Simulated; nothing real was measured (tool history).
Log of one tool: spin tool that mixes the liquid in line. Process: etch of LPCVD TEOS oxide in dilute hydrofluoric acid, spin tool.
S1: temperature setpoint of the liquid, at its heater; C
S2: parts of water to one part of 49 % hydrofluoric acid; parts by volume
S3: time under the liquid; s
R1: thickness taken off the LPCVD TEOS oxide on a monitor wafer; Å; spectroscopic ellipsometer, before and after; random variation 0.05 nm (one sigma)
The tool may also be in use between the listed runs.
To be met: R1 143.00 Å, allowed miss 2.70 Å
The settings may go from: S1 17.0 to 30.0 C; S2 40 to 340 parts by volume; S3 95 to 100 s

| run | hour | S1 | S2 | S3 | R1 |
|---|---|---|---|---|---|
| 1 | 0.0 | 22.0 | 190 | 95 | 247.42 |
| 2 | 1.7 | 21.0 | 205 | 95 | 217.01 |
| 3 | 6.6 | 21.0 | 170 | 95 | 270.46 |
| 4 | 15.2 | 24.5 | 170 | 95 | 310.60 |
| 5 | 19.6 | 22.5 | 190 | 95 | 251.62 |
| 6 | 27.7 | 22.5 | 235 | 95 | 195.63 |
| 7 | 29.2 | 18.5 | 260 | 95 | 148.22 |
| 8 | 35.2 | 18.5 | 260 | 95 | 148.02 |

Which of these 4 next moves meets every target?
| A | 41.2 | 18.0 | 275 | 95 | ? |
| B | 41.2 | 17.0 | 255 | 95 | ? |
| C | 41.2 | 19.5 | 270 | 100 | ? |
| D | 41.2 | 18.0 | 285 | 100 | ? |

| move | R1 |
|---|---|
| A | 135.84 |
| B | 143.23 |
| C | 154.84 |
| D | 136.86 |
A: takes the result that was furthest off past its target
B: meets every target
C: further off than the last run
D: takes the result that was furthest off past its target
The right move is B.
